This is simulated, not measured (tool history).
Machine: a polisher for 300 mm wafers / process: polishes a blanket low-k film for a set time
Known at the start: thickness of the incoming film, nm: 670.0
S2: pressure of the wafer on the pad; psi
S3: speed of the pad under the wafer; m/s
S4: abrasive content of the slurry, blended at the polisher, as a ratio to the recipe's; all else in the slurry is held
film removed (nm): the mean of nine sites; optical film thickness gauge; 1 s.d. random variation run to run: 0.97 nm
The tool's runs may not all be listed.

{"run": 1, "hour": 0.0, "flow of slurry (ml/min)": 155, "S2": 1.8, "S3": 1.22, "S4": 1, "polishing time (s)": 113, "film removed (nm)": 39.811}
{"run": 2, "hour": 1.4, "flow of slurry (ml/min)": 155, "S2": 1.8, "S3": 1.22, "S4": 1, "polishing time (s)": 118, "film removed (nm)": 41.616}
{"run": 3, "hour": 1.9, "flow of slurry (ml/min)": 155, "S2": 1.9, "S3": 1.24, "S4": 1, "polishing time (s)": 118, "film removed (nm)": 43.983}
{"run": 4, "hour": 9.4, "flow of slurry (ml/min)": 155, "S2": 2, "S3": 1.28, "S4": 1, "polishing time (s)": 118, "film removed (nm)": 47.284}
{"run": 5, "hour": 15.0, "flow of slurry (ml/min)": 120, "S2": 2, "S3": 1.28, "S4": 1, "polishing time (s)": 118, "film removed (nm)": 46.22}
{"hour": 17.8, "done": "head pressure recalibrated"}
{"run": 6, "hour": 17.8, "flow of slurry (ml/min)": 120, "S2": 2, "S3": 1.28, "S4": 1, "polishing time (s)": 113, "film removed (nm)": 44.789}
{"run": 7, "hour": 21.9, "flow of slurry (ml/min)": 120, "S2": 2.1, "S3": 1.32, "S4": 1, "polishing time (s)": 113, "film removed (nm)": 48.83}

Run 8 is up next; what results do you expect?
{"run": 8, "hour": 30.7, "flow of slurry (ml/min)": 120, "S2": 2.2, "S3": 1.34, "S4": 1, "polishing time (s)": 113, "film removed (nm)": "?"}

film removed (nm): 52.544
